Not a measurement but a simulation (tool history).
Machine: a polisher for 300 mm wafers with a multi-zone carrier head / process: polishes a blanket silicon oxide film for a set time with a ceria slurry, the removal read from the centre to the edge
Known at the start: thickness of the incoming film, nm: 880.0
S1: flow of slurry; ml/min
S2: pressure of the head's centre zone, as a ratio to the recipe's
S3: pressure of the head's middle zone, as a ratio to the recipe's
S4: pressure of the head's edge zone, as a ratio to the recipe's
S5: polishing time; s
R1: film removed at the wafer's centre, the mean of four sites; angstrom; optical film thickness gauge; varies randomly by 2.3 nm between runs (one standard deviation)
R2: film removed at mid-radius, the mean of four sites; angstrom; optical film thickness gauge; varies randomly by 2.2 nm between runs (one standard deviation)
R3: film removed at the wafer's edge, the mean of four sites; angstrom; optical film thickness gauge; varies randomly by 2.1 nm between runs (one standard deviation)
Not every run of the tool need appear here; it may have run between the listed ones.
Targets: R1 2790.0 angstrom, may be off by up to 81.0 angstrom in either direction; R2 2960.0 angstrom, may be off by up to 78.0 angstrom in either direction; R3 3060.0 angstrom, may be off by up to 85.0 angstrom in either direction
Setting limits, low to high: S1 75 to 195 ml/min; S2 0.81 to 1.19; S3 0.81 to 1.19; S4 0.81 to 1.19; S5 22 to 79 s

run,hour,S1,S2,S3,S4,S5,R1,R2,R3
1,0.0,125,1.00,1.00,1.00,50,2470.7,2357.1,2429.7
2,1.6,125,1.04,1.00,1.00,50,2519.2,2334.4,2426.0
3,6.6,125,1.04,1.00,0.92,50,2517.0,2345.6,2320.6
4,14.3,125,1.04,0.95,0.92,50,2541.1,2256.9,2330.0
5,21.6,100,1.04,0.95,0.92,50,2411.6,2158.8,2247.9
6,26.9,100,1.11,0.95,0.92,50,2503.1,2162.9,2262.7
7,34.0,105,1.09,0.97,0.95,50,2527.5,2225.3,2310.0
8,36.7,110,1.07,0.98,0.98,50,2493.0,2269.4,2364.3
# hour 44.0: worn pad replaced by a new one
9,44.0,115,1.06,0.99,1.00,50,2708.7,2461.5,2577.1
10,46.8,115,1.05,1.00,1.02,50,2714.2,2543.9,2599.9
11,50.0,115,1.04,1.00,1.04,50,2708.3,2509.2,2652.3
12,52.1,115,1.03,1.01,1.06,50,2686.3,2548.4,2628.5
13,58.7,115,1.03,1.01,1.06,50,2649.4,2529.8,2654.6
14,67.0,115,1.03,1.02,1.07,50,2628.3,2545.8,2711.1
15,75.6,150,0.98,1.09,1.14,50,2696.7,2796.4,2843.7

Of the 5 settings listed for the next run, only one would bring every result within its allowed miss of target. Which one?
A,84.2,135,0.90,1.08,1.19,53,?,?,?
B,84.2,150,1.00,1.15,1.02,49,?,?,?
C,84.2,155,0.95,1.08,1.18,52,?,?,?
D,84.2,100,0.86,1.07,1.11,57,?,?,?
E,84.2,130,0.98,1.10,1.08,51,?,?,?

move,R1,R2,R3
A,2664.9,2945.3,3034.6
B,2712.5,2923.3,2624.8
C,2788.1,2954.7,3012.2
D,2607.2,2976.7,3031.3
E,2707.0,2860.1,2765.0
A: meets the target for the result that was furthest off, but another lies outside its allowed miss
B: moves away from the targets compared with the last run
C: hits every target within its allowed miss
D: meets the target for the result that was furthest off, but another lies outside its allowed miss
E: moves away from the targets compared with the last run
So the answer is move C, the one that meets all the targets.

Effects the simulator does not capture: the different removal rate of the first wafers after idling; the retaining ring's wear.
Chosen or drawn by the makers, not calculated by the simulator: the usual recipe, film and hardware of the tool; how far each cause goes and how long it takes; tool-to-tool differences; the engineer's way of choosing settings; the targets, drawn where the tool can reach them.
